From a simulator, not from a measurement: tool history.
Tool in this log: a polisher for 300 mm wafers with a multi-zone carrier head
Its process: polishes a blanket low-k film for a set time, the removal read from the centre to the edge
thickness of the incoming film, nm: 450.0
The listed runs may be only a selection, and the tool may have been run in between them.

run,hour,flow of slurry (ml/min),pressure of the head's centre zone,pressure of the head's middle zone,pressure of the head's edge zone,abrasive content of the slurry,polishing time (s),film removed at the wafer's centre (angstrom),film removed at mid-radius (angstrom),film removed at the wafer's edge (angstrom)
1,0,260,1,1,1,1,75,285.76,281.79,285.79
2,5,300,1,1,1,1,75,295.42,286.84,290.95
3,8.2,305,1,1.03,1.02,1.05,75,297.22,309.26,299.22
4,9.2,310,1,1.04,1.04,1.05,75,302.05,305.36,303.4
5,11.2,340,1,1.04,1.04,1.05,75,302.91,307.74,301.04
6,15.5,340,1,1.05,1.05,1.1,75,303.86,313.49,308.88
7,18.9,340,1,1.06,1.05,1.15,75,304.73,316.97,315.27

The next listed run, before its measurement:
8,24.2,340,1,1.08,1.05,1.15,75,?,?,?

film removed at the wafer's centre (angstrom): 297.09
film removed at mid-radius (angstrom): 316.87
film removed at the wafer's edge (angstrom): 315.93
